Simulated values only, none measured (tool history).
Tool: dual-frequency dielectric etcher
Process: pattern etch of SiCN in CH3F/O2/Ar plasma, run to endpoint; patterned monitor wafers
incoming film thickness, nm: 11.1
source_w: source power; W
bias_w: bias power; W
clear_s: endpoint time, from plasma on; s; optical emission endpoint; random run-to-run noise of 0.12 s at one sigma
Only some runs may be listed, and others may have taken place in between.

run,hour,source_w,bias_w,clear_s
1,0.0,410,100,28.577
2,4.5,440,106,26.830
3,7.5,470,108,25.456
4,14.8,490,109,25.286
5,16.7,490,92,26.816
6,22.0,490,107,25.535

For run 7, what comes out?
7,25.5,490,107,?

clear_s: 25.365 s
